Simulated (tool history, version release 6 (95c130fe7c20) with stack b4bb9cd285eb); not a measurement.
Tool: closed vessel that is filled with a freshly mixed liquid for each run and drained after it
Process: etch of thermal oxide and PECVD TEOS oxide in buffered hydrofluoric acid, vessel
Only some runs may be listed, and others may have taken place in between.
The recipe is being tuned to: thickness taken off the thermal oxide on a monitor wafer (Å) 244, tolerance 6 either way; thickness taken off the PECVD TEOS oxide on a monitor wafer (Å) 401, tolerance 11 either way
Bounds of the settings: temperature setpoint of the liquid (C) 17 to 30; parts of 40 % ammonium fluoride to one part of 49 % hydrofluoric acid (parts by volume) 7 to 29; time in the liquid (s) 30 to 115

run    day  temperature setpoint of the liquid (C)  parts of 40 % ammonium fluoride to one part of 49 % hydrofluoric acid (parts by volume)  time in the liquid (s)  thickness taken off the thermal oxide on a monitor wafer (Å)  thickness taken off the PECVD TEOS oxide on a monitor wafer (Å)
  1      0                                      22                                                                                       18                      60                                                        356.14                                                           584.15
  2  0.304                                      21                                                                                     18.5                      60                                                        328.83                                                           536.02
  3  0.579                                      21                                                                                     18.5                      70                                                        385.69                                                           629.52
  4  0.783                                    20.5                                                                                     19.5                      70                                                        355.35                                                           574.77
  5  1.042                                      20                                                                                       20                      70                                                        337.84                                                           550.06
  6  1.308                                      18                                                                                       20                      70                                                        302.79                                                           495.11
  7  1.604                                      17                                                                                     23.5                      70                                                        254.07                                                           413.84
  8  1.712                                      17                                                                                     23.5                      70                                                        254.19                                                           409.67
  9  1.871                                      17                                                                                       24                      70                                                        251.05                                                           413.65

Pick the move, out of 4, that brings all results within their allowed miss; only one does.
  A  2.029                                      17                                                                                       23                      70                                                             ?                                                                ?
  B  2.029                                      19                                                                                       26                      65                                                             ?                                                                ?
  C  2.029                                    17.5                                                                                     25.5                      75                                                             ?                                                                ?
  D  2.029                                      17                                                                                       19                      60                                                             ?                                                                ?

move  thickness taken off the thermal oxide on a monitor wafer (Å)  thickness taken off the PECVD TEOS oxide on a monitor wafer (Å)
   A                                                        256.75                                                           424.08
   B                                                        245.45                                                           405.42
   C                                                        263.55                                                           435.33
   D                                                           255                                                           421.21
A: lands further from the targets than the last run did
B: each result inside its tolerance
C: lands further from the targets than the last run did
D: lands further from the targets than the last run did
Correct choice: B, which meets every target

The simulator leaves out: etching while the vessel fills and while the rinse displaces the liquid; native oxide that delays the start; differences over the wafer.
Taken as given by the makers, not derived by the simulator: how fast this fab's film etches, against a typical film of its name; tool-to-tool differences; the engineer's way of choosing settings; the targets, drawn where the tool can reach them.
